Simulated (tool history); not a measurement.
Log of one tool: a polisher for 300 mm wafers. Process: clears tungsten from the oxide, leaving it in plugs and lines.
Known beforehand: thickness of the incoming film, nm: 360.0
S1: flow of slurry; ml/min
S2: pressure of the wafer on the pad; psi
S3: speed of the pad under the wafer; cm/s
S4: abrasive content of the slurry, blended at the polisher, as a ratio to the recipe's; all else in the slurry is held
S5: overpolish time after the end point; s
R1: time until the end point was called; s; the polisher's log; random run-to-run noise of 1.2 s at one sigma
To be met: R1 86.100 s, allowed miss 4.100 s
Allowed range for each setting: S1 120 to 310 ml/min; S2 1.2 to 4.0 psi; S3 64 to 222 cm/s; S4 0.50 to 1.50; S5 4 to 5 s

| run | hour | S1 | S2 | S3 | S4 | S5 | R1 |
|---|---|---|---|---|---|---|---|
| 1 | 0.0 | 200 | 2.6 | 142 | 1.00 | 5 | 62.933 |
| 2 | 2.2 | 200 | 3.1 | 142 | 1.00 | 5 | 55.310 |
| 3 | 10.4 | 200 | 3.1 | 142 | 1.15 | 5 | 54.085 |
| 4 | 16.4 | 200 | 3.1 | 142 | 0.95 | 5 | 56.482 |
| 5 | 25.2 | 180 | 3.1 | 142 | 0.95 | 5 | 55.261 |
| 6 | 30.0 | 180 | 3.1 | 142 | 0.95 | 4 | 56.653 |
| 7 | 31.2 | 180 | 2.9 | 140 | 0.95 | 4 | 59.382 |
| 8 | 35.3 | 180 | 2.7 | 138 | 0.95 | 4 | 64.670 |
| 9 | 41.8 | 180 | 2.5 | 136 | 0.95 | 4 | 68.683 |
| 10 | 49.1 | 180 | 2.4 | 136 | 0.95 | 4 | 71.451 |
| 11 | 55.1 | 180 | 2.3 | 136 | 0.95 | 4 | 74.426 |
| 12 | 63.1 | 180 | 2.2 | 136 | 0.95 | 4 | 76.917 |
| 13 | 65.2 | 180 | 2.1 | 136 | 0.95 | 4 | 80.153 |

Which of these 4 next moves meets every target?
| A | 67.3 | 195 | 2.0 | 130 | 0.85 | 5 | ? |
| B | 67.3 | 220 | 2.1 | 142 | 0.95 | 4 | ? |
| C | 67.3 | 135 | 2.4 | 150 | 1.00 | 5 | ? |
| D | 67.3 | 190 | 2.3 | 136 | 0.95 | 5 | ? |

| move | R1 |
|---|---|
| A | 87.624 |
| B | 76.426 |
| C | 70.109 |
| D | 74.229 |
A: all results in spec
B: moves away from the targets compared with the last run
C: moves away from the targets compared with the last run
D: moves away from the targets compared with the last run
The move that meets every target is A.
